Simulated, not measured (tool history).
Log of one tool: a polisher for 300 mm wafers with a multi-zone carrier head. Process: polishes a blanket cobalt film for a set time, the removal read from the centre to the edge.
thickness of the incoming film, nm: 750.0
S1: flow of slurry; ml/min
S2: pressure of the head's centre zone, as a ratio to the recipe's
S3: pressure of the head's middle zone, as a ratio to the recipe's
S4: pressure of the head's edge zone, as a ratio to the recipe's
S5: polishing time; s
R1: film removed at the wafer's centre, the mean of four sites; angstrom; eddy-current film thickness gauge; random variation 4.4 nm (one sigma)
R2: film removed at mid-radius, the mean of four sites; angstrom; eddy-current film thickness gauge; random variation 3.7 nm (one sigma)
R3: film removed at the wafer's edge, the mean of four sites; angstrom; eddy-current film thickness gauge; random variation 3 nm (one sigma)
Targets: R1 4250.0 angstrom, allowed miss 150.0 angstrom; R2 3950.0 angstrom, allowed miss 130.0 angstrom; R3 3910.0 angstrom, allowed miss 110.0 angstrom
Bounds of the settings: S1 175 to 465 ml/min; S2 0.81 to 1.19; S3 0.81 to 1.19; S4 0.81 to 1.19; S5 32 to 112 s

{"run": 1, "hour": 0.0, "S1": 295, "S2": 1.0, "S3": 1.0, "S4": 1.0, "S5": 72, "R1": 3351.4, "R2": 3184.8, "R3": 3066.8}
{"run": 2, "hour": 7.8, "S1": 295, "S2": 1.0, "S3": 1.0, "S4": 1.0, "S5": 60, "R1": 2843.6, "R2": 2670.4, "R3": 2544.9}
{"run": 3, "hour": 12.5, "S1": 300, "S2": 1.01, "S3": 1.01, "S4": 1.03, "S5": 65, "R1": 3071.0, "R2": 2890.4, "R3": 2841.6}
{"run": 4, "hour": 20.7, "S1": 310, "S2": 1.04, "S3": 1.04, "S4": 1.05, "S5": 67, "R1": 3273.0, "R2": 3053.3, "R3": 2937.2}
{"run": 5, "hour": 23.8, "S1": 310, "S2": 1.09, "S3": 1.04, "S4": 1.05, "S5": 67, "R1": 3480.8, "R2": 3066.8, "R3": 2954.3}
{"run": 6, "hour": 25.3, "S1": 310, "S2": 1.09, "S3": 1.08, "S4": 1.05, "S5": 67, "R1": 3433.3, "R2": 3157.1, "R3": 2944.3}
{"run": 7, "hour": 29.0, "S1": 315, "S2": 1.09, "S3": 1.09, "S4": 1.08, "S5": 70, "R1": 3595.9, "R2": 3352.4, "R3": 3079.3}
{"run": 8, "hour": 30.9, "S1": 315, "S2": 1.08, "S3": 1.08, "S4": 1.1, "S5": 73, "R1": 3718.8, "R2": 3439.8, "R3": 3325.3}
{"run": 9, "hour": 35.0, "S1": 320, "S2": 1.09, "S3": 1.09, "S4": 1.12, "S5": 74, "R1": 3808.3, "R2": 3509.4, "R3": 3366.0}
{"run": 10, "hour": 41.5, "S1": 320, "S2": 1.09, "S3": 1.09, "S4": 1.12, "S5": 74, "R1": 3846.8, "R2": 3562.9, "R3": 3286.5}
{"run": 11, "hour": 48.7, "S1": 305, "S2": 1.08, "S3": 1.07, "S4": 1.12, "S5": 77, "R1": 3922.3, "R2": 3580.1, "R3": 3427.1}
{"run": 12, "hour": 56.3, "S1": 325, "S2": 1.08, "S3": 1.07, "S4": 1.13, "S5": 78, "R1": 3975.3, "R2": 3709.4, "R3": 3526.2}
{"hour": 62.0, "done": "centre zone pressure recalibrated"}
{"run": 13, "hour": 62.0, "S1": 330, "S2": 1.08, "S3": 1.06, "S4": 1.14, "S5": 79, "R1": 3744.1, "R2": 3735.0, "R3": 3615.9}
{"run": 14, "hour": 63.7, "S1": 325, "S2": 1.09, "S3": 1.06, "S4": 1.15, "S5": 80, "R1": 3858.4, "R2": 3719.6, "R3": 3640.8}

Which of these 5 next moves meets every target?
{"run": "A", "hour": 65.4, "S1": 340, "S2": 1.09, "S3": 1.14, "S4": 1.09, "S5": 84, "R1": "?", "R2": "?", "R3": "?"}
{"run": "B", "hour": 65.4, "S1": 385, "S2": 1.05, "S3": 0.92, "S4": 1.19, "S5": 82, "R1": "?", "R2": "?", "R3": "?"}
{"run": "C", "hour": 65.4, "S1": 270, "S2": 1.11, "S3": 1.03, "S4": 1.1, "S5": 88, "R1": "?", "R2": "?", "R3": "?"}
{"run": "D", "hour": 65.4, "S1": 355, "S2": 1.03, "S3": 1.03, "S4": 1.18, "S5": 80, "R1": "?", "R2": "?", "R3": "?"}
{"run": "E", "hour": 65.4, "S1": 415, "S2": 0.89, "S3": 1.01, "S4": 1.19, "S5": 85, "R1": "?", "R2": "?", "R3": "?"}

move=A R1=4079.6 R2=4139.2 R3=3726.2
move=B R1=3874.9 R2=3406.2 R3=3848.8
move=C R1=4233.3 R2=3879.1 R3=3854.1
move=D R1=3682.9 R2=3629.6 R3=3713.0
move=E R1=3424.0 R2=3844.1 R3=4002.9
A: nearer than the last run, and not there yet
B: further off than the last run
C: meets every target
D: further off than the last run
E: further off than the last run
Answer: C
